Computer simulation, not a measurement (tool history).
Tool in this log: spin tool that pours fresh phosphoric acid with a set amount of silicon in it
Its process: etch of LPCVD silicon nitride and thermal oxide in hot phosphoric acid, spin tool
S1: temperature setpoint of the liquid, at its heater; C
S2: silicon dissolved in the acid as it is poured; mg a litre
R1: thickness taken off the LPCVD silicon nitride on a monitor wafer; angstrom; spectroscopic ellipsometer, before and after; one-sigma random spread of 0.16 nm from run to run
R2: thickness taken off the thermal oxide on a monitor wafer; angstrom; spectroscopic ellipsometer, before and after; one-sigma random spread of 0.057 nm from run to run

run 1 hour=0.0 | S1=161.0 S2=26.5 time_under_the_liquid_(s)=155 | R1=148.210 R2=2.1787
run 2 hour=6.1 | S1=161.0 S2=26.5 time_under_the_liquid_(s)=90 | R1=85.197 R2=1.3971
run 3 hour=13.6 | S1=162.0 S2=25.0 time_under_the_liquid_(s)=115 | R1=114.250 R2=2.0545
run 4 hour=21.9 | S1=160.5 S2=25.0 time_under_the_liquid_(s)=115 | R1=108.060 R2=2.3307
run 5 hour=24.1 | S1=160.5 S2=25.0 time_under_the_liquid_(s)=170 | R1=158.940 R2=2.4404
run 6 hour=29.4 | S1=161.5 S2=22.5 time_under_the_liquid_(s)=170 | R1=165.900 R2=2.6179
run 7 hour=37.0 | S1=162.5 S2=19.0 time_under_the_liquid_(s)=170 | R1=172.130 R2=3.2646
run 8 hour=39.3 | S1=163.0 S2=18.0 time_under_the_liquid_(s)=170 | R1=174.330 R2=3.6529

Run 9 has not been measured yet. What should we expect?
run 9 hour=47.2 | S1=163.5 S2=18.0 time_under_the_liquid_(s)=170 | R1=? R2=?

Run 9 gave R1 178.500 angstrom, R2 4.3235 angstrom.
